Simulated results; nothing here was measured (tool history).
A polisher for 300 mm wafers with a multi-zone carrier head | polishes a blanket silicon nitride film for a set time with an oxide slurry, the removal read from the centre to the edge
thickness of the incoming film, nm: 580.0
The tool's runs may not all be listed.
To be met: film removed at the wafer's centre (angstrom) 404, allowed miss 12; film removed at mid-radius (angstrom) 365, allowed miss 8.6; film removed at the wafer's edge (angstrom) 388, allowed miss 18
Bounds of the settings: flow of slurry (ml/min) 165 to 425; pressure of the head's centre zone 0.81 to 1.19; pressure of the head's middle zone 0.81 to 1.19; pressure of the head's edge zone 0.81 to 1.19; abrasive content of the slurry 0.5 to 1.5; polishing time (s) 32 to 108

| run | day | flow of slurry (ml/min) | pressure of the head's centre zone | pressure of the head's middle zone | pressure of the head's edge zone | abrasive content of the slurry | polishing time (s) | film removed at the wafer's centre (angstrom) | film removed at mid-radius (angstrom) | film removed at the wafer's edge (angstrom) |
|---|---|---|---|---|---|---|---|---|---|---|
| 1 | 0 | 275 | 1 | 1 | 1 | 1 | 70 | 418.12 | 424.1 | 438.13 |
| 2 | 0.062 | 275 | 0.96 | 1 | 1 | 1 | 70 | 406.51 | 428.47 | 424.99 |
| 3 | 0.362 | 325 | 0.96 | 1 | 1 | 1 | 70 | 412.03 | 436.37 | 427.94 |
| 4 | 0.462 | 320 | 0.97 | 0.95 | 0.95 | 0.95 | 70 | 410.41 | 412.26 | 411.37 |
| 5 | 0.779 | 320 | 0.97 | 0.95 | 1.01 | 0.95 | 70 | 411.3 | 406.23 | 424.1 |
| 6 | 1.021 | 320 | 1.05 | 0.95 | 1.01 | 0.95 | 70 | 437.28 | 402.87 | 425.59 |
| 7 | 1.142 | 310 | 1.04 | 0.93 | 0.98 | 0.9 | 70 | 427.03 | 393.99 | 415.97 |
| 8 | 1.192 | 310 | 1.03 | 0.91 | 0.96 | 0.85 | 70 | 422.31 | 378.45 | 401.97 |
| 9 | 1.479 | 305 | 1.02 | 0.9 | 0.95 | 0.85 | 70 | 416.04 | 377.59 | 400.88 |

Which of these 4 next moves meets every target?
| A | 1.767 | 270 | 1 | 0.83 | 1.05 | 0.9 | 70 | ? | ? | ? |
| B | 1.767 | 235 | 1.06 | 0.92 | 0.98 | 0.95 | 66 | ? | ? | ? |
| C | 1.767 | 395 | 0.93 | 0.84 | 0.9 | 0.9 | 73 | ? | ? | ? |
| D | 1.767 | 295 | 1.03 | 0.94 | 0.95 | 0.75 | 74 | ? | ? | ? |

| move | film removed at the wafer's centre (angstrom) | film removed at mid-radius (angstrom) | film removed at the wafer's edge (angstrom) |
|---|---|---|---|
| A | 414.54 | 353.93 | 414.11 |
| B | 410.71 | 362.81 | 378.3 |
| C | 421.83 | 386.63 | 412.46 |
| D | 430.95 | 396.52 | 397.3 |
A: takes the result that was furthest off past its target
B: meets every target
C: further off than the last run
D: further off than the last run
Answer: B
